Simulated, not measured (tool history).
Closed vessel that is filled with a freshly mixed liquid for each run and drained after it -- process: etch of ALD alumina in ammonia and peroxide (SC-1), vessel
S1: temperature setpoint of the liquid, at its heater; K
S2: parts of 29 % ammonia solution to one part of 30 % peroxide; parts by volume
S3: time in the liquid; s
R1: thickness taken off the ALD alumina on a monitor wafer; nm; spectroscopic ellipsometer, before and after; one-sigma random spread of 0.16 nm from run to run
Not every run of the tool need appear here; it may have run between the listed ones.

| run | hour | S1 | S2 | S3 | R1 |
|---|---|---|---|---|---|
| 1 | 0.0 | 334.15 | 0.40 | 370 | 29.545 |
| 2 | 5.9 | 334.15 | 0.50 | 370 | 30.031 |
| 3 | 9.9 | 334.15 | 0.40 | 370 | 29.617 |
| 4 | 18.5 | 334.15 | 0.40 | 370 | 29.418 |
| 5 | 25.4 | 336.15 | 0.40 | 370 | 32.616 |
| 6 | 28.6 | 336.15 | 0.35 | 370 | 32.542 |
| 7 | 32.5 | 337.65 | 0.35 | 370 | 34.911 |
| 8 | 38.0 | 338.65 | 0.35 | 370 | 36.814 |
| 9 | 46.4 | 338.65 | 0.35 | 370 | 36.606 |
| 10 | 50.2 | 339.65 | 0.35 | 370 | 38.088 |
| 11 | 57.8 | 340.15 | 0.35 | 370 | 39.431 |
| 12 | 66.5 | 340.65 | 0.35 | 370 | 40.120 |
| 13 | 71.0 | 341.15 | 0.35 | 370 | 41.435 |
| 14 | 73.4 | 341.65 | 0.35 | 370 | 42.120 |

For run 15, what comes out?
| 15 | 74.3 | 342.15 | 0.35 | 370 | ? |

{"run 15": {"R1": 43.217}}
